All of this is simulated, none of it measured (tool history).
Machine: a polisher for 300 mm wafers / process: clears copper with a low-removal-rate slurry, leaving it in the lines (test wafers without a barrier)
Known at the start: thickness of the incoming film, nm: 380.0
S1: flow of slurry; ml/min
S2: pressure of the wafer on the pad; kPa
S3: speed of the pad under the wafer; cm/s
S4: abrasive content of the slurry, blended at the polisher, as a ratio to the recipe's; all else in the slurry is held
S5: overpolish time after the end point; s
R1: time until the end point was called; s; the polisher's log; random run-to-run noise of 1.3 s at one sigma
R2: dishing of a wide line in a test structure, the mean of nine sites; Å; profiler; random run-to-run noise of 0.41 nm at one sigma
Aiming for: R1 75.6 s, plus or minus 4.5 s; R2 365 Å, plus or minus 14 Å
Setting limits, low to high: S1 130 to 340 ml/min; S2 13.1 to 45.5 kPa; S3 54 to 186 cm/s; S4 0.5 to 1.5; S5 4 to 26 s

run	hour	S1	S2	S3	S4	S5	R1	R2
1	0	220	29	118	1	13	67.87	467.38
2	4.8	220	28.3	118	1	13	73.063	447.62
3	11.5	220	28.3	102	1	13	78.575	405.66
4	19.6	220	28.3	102	0.9	13	80.872	397.82
5	26.9	275	28.3	102	0.9	13	79.511	401.28
# hour 32.6: head pressure recalibrated
6	32.6	275	28.3	102	0.8	13	77.45	408.95
7	34.4	280	29	102	0.8	12	72.309	394.41
8	40.8	280	28.3	102	0.8	12	76.778	387.1

Below are 5 possible settings for the next run. Only one of them brings all results inside the allowed miss of their targets. Which is it?
A	47.2	285	33.8	84	0.7	13	?	?
B	47.2	280	28.3	102	0.8	13	?	?
C	47.2	305	36.5	86	0.5	11	?	?
D	47.2	300	26.9	96	0.85	13	?	?
E	47.2	285	26.9	94	0.75	13	?	?

move	R1	R2
A	77.822	419.19
B	78.084	415.19
C	77.339	363.48
D	83.698	389.56
E	88.216	371.66
A: the biggest miss grows against the last run
B: the biggest miss grows against the last run
C: each result inside its tolerance
D: the biggest miss grows against the last run
E: meets the target for the result that was furthest off, but another lies outside its allowed miss
Go with C: it meets all targets.
